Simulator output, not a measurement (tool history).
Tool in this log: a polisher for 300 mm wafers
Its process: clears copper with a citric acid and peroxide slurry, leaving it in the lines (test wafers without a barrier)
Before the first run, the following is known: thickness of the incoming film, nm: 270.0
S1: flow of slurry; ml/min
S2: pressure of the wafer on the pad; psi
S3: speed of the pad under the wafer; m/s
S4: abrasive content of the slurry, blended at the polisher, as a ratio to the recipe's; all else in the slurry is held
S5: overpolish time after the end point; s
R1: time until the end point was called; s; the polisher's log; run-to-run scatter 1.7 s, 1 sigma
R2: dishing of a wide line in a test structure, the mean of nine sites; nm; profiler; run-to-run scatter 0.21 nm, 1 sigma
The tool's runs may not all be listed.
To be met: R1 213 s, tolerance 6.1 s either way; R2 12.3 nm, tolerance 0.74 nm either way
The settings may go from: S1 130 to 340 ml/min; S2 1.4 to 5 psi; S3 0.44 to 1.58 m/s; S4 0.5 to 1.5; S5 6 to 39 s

{"run": 1, "hour": 0.0, "S1": 220, "S2": 3.2, "S3": 1, "S4": 1, "S5": 20, "R1": 142.39, "R2": 24.527}
{"run": 2, "hour": 7.4, "S1": 220, "S2": 3.2, "S3": 0.84, "S4": 1, "S5": 20, "R1": 160.32, "R2": 22.53}
{"run": 3, "hour": 15.9, "S1": 220, "S2": 3.1, "S3": 0.84, "S4": 1, "S5": 19, "R1": 161.9, "R2": 21.638}
{"run": 4, "hour": 18.9, "S1": 220, "S2": 3.1, "S3": 0.84, "S4": 1, "S5": 22, "R1": 163.42, "R2": 24.64}
{"run": 5, "hour": 25.2, "S1": 220, "S2": 3, "S3": 0.84, "S4": 1, "S5": 21, "R1": 164.2, "R2": 22.651}
{"run": 6, "hour": 28.9, "S1": 220, "S2": 2.8, "S3": 0.84, "S4": 1, "S5": 20, "R1": 169.77, "R2": 21.357}
{"run": 7, "hour": 33.5, "S1": 220, "S2": 2.6, "S3": 0.84, "S4": 1, "S5": 19, "R1": 179.23, "R2": 18.988}
{"run": 8, "hour": 37.0, "S1": 220, "S2": 2.6, "S3": 0.84, "S4": 1, "S5": 19, "R1": 181.01, "R2": 19.105}
{"run": 9, "hour": 43.8, "S1": 220, "S2": 2.5, "S3": 0.84, "S4": 1, "S5": 18, "R1": 184.37, "R2": 18.89}
{"run": 10, "hour": 48.8, "S1": 220, "S2": 2.4, "S3": 0.84, "S4": 1, "S5": 17, "R1": 187.96, "R2": 16.788}
{"run": 11, "hour": 50.9, "S1": 220, "S2": 2.3, "S3": 0.84, "S4": 1, "S5": 16, "R1": 190.73, "R2": 15.956}
{"run": 12, "hour": 52.5, "S1": 220, "S2": 2.2, "S3": 0.84, "S4": 1, "S5": 16, "R1": 196.98, "R2": 15.53}

Exactly one of the 5 candidate moves below puts every result within its allowed miss. Which one?
{"run": "A", "hour": 54.1, "S1": 260, "S2": 2.4, "S3": 0.8, "S4": 0.75, "S5": 12, "R1": "?", "R2": "?"}
{"run": "B", "hour": 54.1, "S1": 225, "S2": 1.8, "S3": 0.96, "S4": 1, "S5": 15, "R1": "?", "R2": "?"}
{"run": "C", "hour": 54.1, "S1": 235, "S2": 2.3, "S3": 0.86, "S4": 0.75, "S5": 14, "R1": "?", "R2": "?"}
{"run": "D", "hour": 54.1, "S1": 170, "S2": 2.5, "S3": 0.72, "S4": 0.9, "S5": 13, "R1": "?", "R2": "?"}
{"run": "E", "hour": 54.1, "S1": 215, "S2": 2, "S3": 0.88, "S4": 1.05, "S5": 14, "R1": "?", "R2": "?"}

move=A R1=201.03 R2=11.877
move=B R1=200.57 R2=14.406
move=C R1=199.23 R2=13.702
move=D R1=214.62 R2=12.04
move=E R1=200.42 R2=13.604
A: brings the result that was furthest off to its target, and leaves another outside
B: an improvement on the last run, though not all results are within tolerance
C: an improvement on the last run, though not all results are within tolerance
D: in spec on every target
E: an improvement on the last run, though not all results are within tolerance
Move D is the one to make.
